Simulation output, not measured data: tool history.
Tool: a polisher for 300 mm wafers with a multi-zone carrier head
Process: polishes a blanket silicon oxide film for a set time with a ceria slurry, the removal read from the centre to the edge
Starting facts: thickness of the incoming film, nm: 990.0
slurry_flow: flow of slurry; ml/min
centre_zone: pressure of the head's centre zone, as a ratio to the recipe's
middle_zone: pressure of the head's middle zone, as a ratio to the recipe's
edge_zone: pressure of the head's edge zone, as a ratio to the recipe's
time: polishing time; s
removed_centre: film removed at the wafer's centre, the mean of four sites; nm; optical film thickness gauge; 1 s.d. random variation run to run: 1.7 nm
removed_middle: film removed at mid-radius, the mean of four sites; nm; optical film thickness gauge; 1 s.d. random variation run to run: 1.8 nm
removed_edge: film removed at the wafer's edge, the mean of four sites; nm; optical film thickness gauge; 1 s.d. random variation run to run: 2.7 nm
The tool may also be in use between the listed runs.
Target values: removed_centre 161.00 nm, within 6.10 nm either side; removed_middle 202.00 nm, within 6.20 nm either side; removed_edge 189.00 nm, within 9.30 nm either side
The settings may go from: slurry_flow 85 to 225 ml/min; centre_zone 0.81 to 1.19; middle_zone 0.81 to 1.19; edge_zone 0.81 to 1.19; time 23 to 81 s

run  hour  slurry_flow  centre_zone  middle_zone  edge_zone  time  removed_centre  removed_middle  removed_edge
  1   0.0          145         1.00         1.00       1.00    52          215.28          213.42        217.61
  2   2.8          145         1.05         1.00       1.00    52          226.98          210.76        213.44
  3   4.7          145         0.99         1.00       1.00    52          213.60          215.62        217.02
  4  10.8          140         0.97         1.00       0.98    51          204.93          207.86        215.67
  5  13.2          140         0.96         1.02       0.98    50          194.53          204.60        209.27
  6  14.0          135         0.95         1.04       0.97    50          190.36          206.05        204.72
  7  22.1          130         0.94         1.05       0.96    50          193.18          208.12        200.72
  8  27.6          125         0.92         1.06       0.96    50          181.12          201.03        196.22
  9  36.2          125         0.91         1.07       0.96    50          180.95          210.54        193.33
 10  39.2          120         0.90         1.07       0.96    50          176.77          207.88        199.13
 11  45.6          115         0.89         1.07       0.96    50          170.92          199.68        197.82
 12  50.7          115         0.89         1.08       0.96    50          174.36          202.53        200.31
 13  52.2          115         0.88         1.09       0.95    50          172.07          202.75        199.43
 14  53.0          115         0.87         1.10       0.94    50          171.59          206.93        191.03

Consider the 4 candidate settings below. Which is the only one whose results all fall within their allowed miss of target?
  A  53.8           85         0.92         1.19       1.00    51               ?               ?             ?
  B  53.8          130         0.91         1.04       0.93    51               ?               ?             ?
  C  53.8          100         0.83         1.07       1.12    52               ?               ?             ?
  D  53.8           85         0.83         0.96       1.06    57               ?               ?             ?

move  removed_centre  removed_middle  removed_edge
   A          162.27          201.12        191.64
   B          186.82          208.71        203.34
   C          159.52          201.67        214.18
   D          163.26          193.64        220.45
A: all results in spec
B: further off than the last run
C: the worst result of the last run now meets its target, but another is out of spec
D: the worst result of the last run now meets its target, but another is out of spec
Move A is the one to make.
